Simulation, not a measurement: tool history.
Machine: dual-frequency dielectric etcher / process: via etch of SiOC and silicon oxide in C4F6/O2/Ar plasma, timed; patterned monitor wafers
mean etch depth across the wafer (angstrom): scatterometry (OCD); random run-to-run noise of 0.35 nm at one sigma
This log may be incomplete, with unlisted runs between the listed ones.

run,day,source power (W),bias power (W),etch time (s),mean etch depth across the wafer (angstrom)
1,0.000,480,228,102,1173.7
2,0.233,460,227,102,1166.1
3,0.354,460,227,102,1167.1
4,0.600,460,227,106,1213.9
5,0.712,430,224,106,1180.8
6,0.829,430,224,106,1185.2
7,0.900,410,222,106,1160.6

What does the tool deliver on the next run?
8,1.150,310,217,106,?

Run 8 measured mean etch depth across the wafer (angstrom) 1078.3.
